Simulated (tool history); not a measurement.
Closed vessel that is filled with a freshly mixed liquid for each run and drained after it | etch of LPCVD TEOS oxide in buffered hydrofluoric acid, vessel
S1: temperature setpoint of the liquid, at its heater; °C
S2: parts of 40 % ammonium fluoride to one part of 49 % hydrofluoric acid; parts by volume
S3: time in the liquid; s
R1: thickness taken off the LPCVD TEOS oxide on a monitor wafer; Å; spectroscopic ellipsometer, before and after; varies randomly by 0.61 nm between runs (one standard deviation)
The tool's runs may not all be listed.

{"run": 1, "hour": 0.0, "S1": 21, "S2": 18, "S3": 30, "R1": 378.44}
{"run": 2, "hour": 1.0, "S1": 23, "S2": 17, "S3": 30, "R1": 439.79}
{"run": 3, "hour": 2.4, "S1": 25.5, "S2": 17, "S3": 30, "R1": 508.93}
{"run": 4, "hour": 7.8, "S1": 26.5, "S2": 16.5, "S3": 30, "R1": 544.51}
{"hour": 11.5, "done": "thermometer replaced"}
{"run": 5, "hour": 11.5, "S1": 27, "S2": 16, "S3": 30, "R1": 552.34}
{"run": 6, "hour": 19.1, "S1": 28.5, "S2": 16, "S3": 30, "R1": 598.68}
{"run": 7, "hour": 24.2, "S1": 28.5, "S2": 15.5, "S3": 30, "R1": 608.07}
{"run": 8, "hour": 26.4, "S1": 29, "S2": 13, "S3": 30, "R1": 745.22}

What will run 9 give?
{"run": 9, "hour": 27.0, "S1": 28.5, "S2": 13, "S3": 30, "R1": "?"}

{"run 9": {"R1": 740}}

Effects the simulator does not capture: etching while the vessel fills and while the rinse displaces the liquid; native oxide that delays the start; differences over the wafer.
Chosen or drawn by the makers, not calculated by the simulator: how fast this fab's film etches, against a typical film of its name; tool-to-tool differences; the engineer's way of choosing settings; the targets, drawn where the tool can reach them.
